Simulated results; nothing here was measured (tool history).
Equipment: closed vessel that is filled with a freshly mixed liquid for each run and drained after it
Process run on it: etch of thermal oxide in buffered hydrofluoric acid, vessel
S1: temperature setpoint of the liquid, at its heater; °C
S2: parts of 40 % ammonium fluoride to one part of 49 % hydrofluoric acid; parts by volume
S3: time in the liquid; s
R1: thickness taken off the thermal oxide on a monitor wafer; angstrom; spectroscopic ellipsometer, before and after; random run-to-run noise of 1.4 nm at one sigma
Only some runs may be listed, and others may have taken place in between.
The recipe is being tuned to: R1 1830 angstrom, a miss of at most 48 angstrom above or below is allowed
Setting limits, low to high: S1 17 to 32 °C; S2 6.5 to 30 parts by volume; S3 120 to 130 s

run  hour  S1    S2   S3      R1
  1     0  24  18.5  120  833.78
  2   7.2  24  18.5  120  829.16
  3     8  26  16.5  120  1041.6
  4  10.2  24  16.5  120   924.7
  5    16  24  16.5  120  926.63
  6  16.7  24  16.5  130    1004
  7  24.9  26    16  130  1155.1
  8  33.1  30    13  130  1739.7

Exactly one of the 5 candidate moves below puts every result within its allowed miss. Which one?
  A  41.3  29.5  11.5  125   ?
  B  41.3  31.5  13.5  120   ?
  C  41.3  30.5    14  125   ?
  D  41.3  31.5  14.5  130   ?
  E  41.3  31.5  14.5  120   ?

move      R1
   A  1858.2
   B  1692.6
   C  1615.6
   D    1710
   E  1578.4
A: all results in spec
B: its largest miss is bigger than the last run's
C: its largest miss is bigger than the last run's
D: its largest miss is bigger than the last run's
E: its largest miss is bigger than the last run's
Move A is the one to make.
